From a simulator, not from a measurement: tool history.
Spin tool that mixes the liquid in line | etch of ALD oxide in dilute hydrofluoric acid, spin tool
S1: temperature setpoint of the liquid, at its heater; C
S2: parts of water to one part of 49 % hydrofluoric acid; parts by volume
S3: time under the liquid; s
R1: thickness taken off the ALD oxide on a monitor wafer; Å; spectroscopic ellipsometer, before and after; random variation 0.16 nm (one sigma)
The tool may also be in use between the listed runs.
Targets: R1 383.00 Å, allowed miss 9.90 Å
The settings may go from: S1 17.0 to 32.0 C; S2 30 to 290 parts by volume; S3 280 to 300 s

run	hour	S1	S2	S3	R1
1	0.0	24.0	160	280	269.86
2	6.3	25.5	160	280	284.27
3	7.2	27.0	160	280	301.51
4	12.8	27.0	160	300	322.83
5	18.1	28.0	160	300	337.04
6	23.9	29.0	160	300	346.81
7	25.2	29.5	160	300	351.53
8	27.6	30.0	160	300	358.96
9	28.5	30.5	160	300	365.85
10	35.1	31.0	160	300	373.18

5 next moves are on the table. One of them brings every result within its allowed miss. Which?
A	41.7	30.0	150	280	?
B	41.7	31.0	150	300	?
C	41.7	31.5	165	300	?
D	41.7	30.0	160	300	?
E	41.7	31.5	150	280	?

move	R1
A	365.42
B	405.77
C	368.01
D	362.30
E	385.50
A: further off than the last run
B: takes the result that was furthest off past its target
C: further off than the last run
D: further off than the last run
E: meets every target
Answer: E
